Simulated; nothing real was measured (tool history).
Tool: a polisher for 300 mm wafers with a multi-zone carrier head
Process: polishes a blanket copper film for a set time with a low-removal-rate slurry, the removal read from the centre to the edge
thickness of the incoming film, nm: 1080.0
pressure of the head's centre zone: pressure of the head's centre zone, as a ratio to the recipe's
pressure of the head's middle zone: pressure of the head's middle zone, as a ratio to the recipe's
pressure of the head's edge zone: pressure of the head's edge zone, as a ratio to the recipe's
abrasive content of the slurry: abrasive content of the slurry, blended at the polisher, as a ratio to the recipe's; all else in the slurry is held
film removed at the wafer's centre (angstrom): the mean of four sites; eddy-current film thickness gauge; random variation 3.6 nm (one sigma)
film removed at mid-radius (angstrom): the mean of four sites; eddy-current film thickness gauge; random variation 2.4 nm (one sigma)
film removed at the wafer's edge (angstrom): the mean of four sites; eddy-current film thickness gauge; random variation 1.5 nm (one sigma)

| run | day | flow of slurry (ml/min) | pressure of the head's centre zone | pressure of the head's middle zone | pressure of the head's edge zone | abrasive content of the slurry | polishing time (s) | film removed at the wafer's centre (angstrom) | film removed at mid-radius (angstrom) | film removed at the wafer's edge (angstrom) |
|---|---|---|---|---|---|---|---|---|---|---|
| 1 | 0 | 305 | 1 | 1 | 1 | 1 | 46 | 2061.4 | 2107.5 | 2130.9 |
| 2 | 0.204 | 310 | 1.04 | 1.01 | 1.01 | 1.05 | 46 | 2158.9 | 2151.4 | 2155.4 |
| 3 | 0.554 | 315 | 1.07 | 1.01 | 1.01 | 1.1 | 46 | 2184.7 | 2179.2 | 2165.3 |
| 4 | 0.858 | 320 | 1.1 | 0.99 | 0.99 | 1.15 | 47 | 2425.7 | 2214 | 2217.7 |
| 5 | 1.229 | 325 | 1.11 | 0.99 | 0.99 | 1.15 | 47 | 2365.5 | 2210.4 | 2231.1 |
| 6 | 1.533 | 325 | 1.11 | 0.99 | 0.99 | 1.15 | 57 | 2834 | 2714.3 | 2711.2 |
| 7 | 1.588 | 325 | 1.11 | 0.98 | 0.96 | 1.05 | 57 | 2842.6 | 2585.4 | 2586.4 |

Forecast run 8:
| 8 | 1.742 | 325 | 1.11 | 0.98 | 0.96 | 1.05 | 57 | ? | ? | ? |

{"run 8": {"film removed at the wafer's centre (angstrom)": 2836.7, "film removed at mid-radius (angstrom)": 2585.7, "film removed at the wafer's edge (angstrom)": 2633.9}}
